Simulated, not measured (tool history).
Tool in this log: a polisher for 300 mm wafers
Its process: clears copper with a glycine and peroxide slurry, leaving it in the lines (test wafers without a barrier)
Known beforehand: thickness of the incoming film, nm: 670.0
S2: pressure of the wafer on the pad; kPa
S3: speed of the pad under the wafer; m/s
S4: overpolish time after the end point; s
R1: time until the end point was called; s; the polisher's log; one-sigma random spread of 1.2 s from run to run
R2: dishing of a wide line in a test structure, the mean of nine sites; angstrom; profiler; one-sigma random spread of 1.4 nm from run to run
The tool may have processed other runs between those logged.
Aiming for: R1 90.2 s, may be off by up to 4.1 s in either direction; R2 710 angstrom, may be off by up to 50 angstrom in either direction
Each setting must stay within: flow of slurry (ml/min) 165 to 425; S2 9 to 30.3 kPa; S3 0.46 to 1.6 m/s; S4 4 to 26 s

Run 1, hour 0: flow of slurry (ml/min) 275, S2 19.3 kPa, S3 1.02 m/s, S4 13 s. Result: R1 98.332 s, R2 472.01 angstrom.
Run 2, hour 8.4: flow of slurry (ml/min) 275, S2 19.3 kPa, S3 1.02 m/s, S4 14 s. Result: R1 97.968 s, R2 498.9 angstrom.
Run 3, hour 10.9: flow of slurry (ml/min) 275, S2 19.3 kPa, S3 1.02 m/s, S4 15 s. Result: R1 95.958 s, R2 525.09 angstrom.
Run 4, hour 16.2: flow of slurry (ml/min) 275, S2 19.3 kPa, S3 1.02 m/s, S4 11 s. Result: R1 98.748 s, R2 417.35 angstrom.
Run 5, hour 20.1: flow of slurry (ml/min) 300, S2 19.3 kPa, S3 1.02 m/s, S4 11 s. Result: R1 97.507 s, R2 428.24 angstrom.
Run 6, hour 25.6: flow of slurry (ml/min) 300, S2 19.3 kPa, S3 1.02 m/s, S4 12 s. Result: R1 97.975 s, R2 436.29 angstrom.
Run 7, hour 34.2: flow of slurry (ml/min) 300, S2 19.3 kPa, S3 1.02 m/s, S4 13 s. Result: R1 95.695 s, R2 484.3 angstrom.
Run 8, hour 41.7: flow of slurry (ml/min) 300, S2 19.3 kPa, S3 1.02 m/s, S4 14 s. Result: R1 99.202 s, R2 502.11 angstrom.
Run 9, hour 45.5: flow of slurry (ml/min) 300, S2 19.3 kPa, S3 1.02 m/s, S4 15 s. Result: R1 97.774 s, R2 521.61 angstrom.
Run 10, hour 50.6: flow of slurry (ml/min) 300, S2 19.3 kPa, S3 1.02 m/s, S4 16 s. Result: R1 99.28 s, R2 548.76 angstrom.
Run 11, hour 53.1: flow of slurry (ml/min) 300, S2 20.7 kPa, S3 1.02 m/s, S4 18 s. Result: R1 92.367 s, R2 607.66 angstrom.
Run 12, hour 59: flow of slurry (ml/min) 300, S2 20.7 kPa, S3 1.04 m/s, S4 20 s. Result: R1 93.132 s, R2 649.54 angstrom.
Run 13, hour 67.3: flow of slurry (ml/min) 300, S2 20.7 kPa, S3 1.04 m/s, S4 20 s. Result: R1 92.461 s, R2 680.34 angstrom.

Pick the move, out of 5, that brings all results within their allowed miss; only one does.
Run A, hour 75.6: flow of slurry (ml/min) 365, S2 17.2 kPa, S3 1.24 m/s, S4 22 s. Result: R1 ?, R2 ?.
Run B, hour 75.6: flow of slurry (ml/min) 175, S2 22.1 kPa, S3 1 m/s, S4 22 s. Result: R1 ?, R2 ?.
Run C, hour 75.6: flow of slurry (ml/min) 300, S2 20.7 kPa, S3 0.98 m/s, S4 19 s. Result: R1 ?, R2 ?.
Run D, hour 75.6: flow of slurry (ml/min) 340, S2 17.2 kPa, S3 1.12 m/s, S4 23 s. Result: R1 ?, R2 ?.
Run E, hour 75.6: flow of slurry (ml/min) 305, S2 18.6 kPa, S3 1.06 m/s, S4 20 s. Result: R1 ?, R2 ?.

move      R1      R2
   A  89.891  691.84
   B  96.212  681.49
   C  94.658  628.23
   D   96.65  684.49
   E  96.289  636.45
A: meets every target
B: brings the result that was furthest off to its target, and leaves another outside
C: further off than the last run
D: brings the result that was furthest off to its target, and leaves another outside
E: further off than the last run
A is the move that brings every result within its allowed miss.
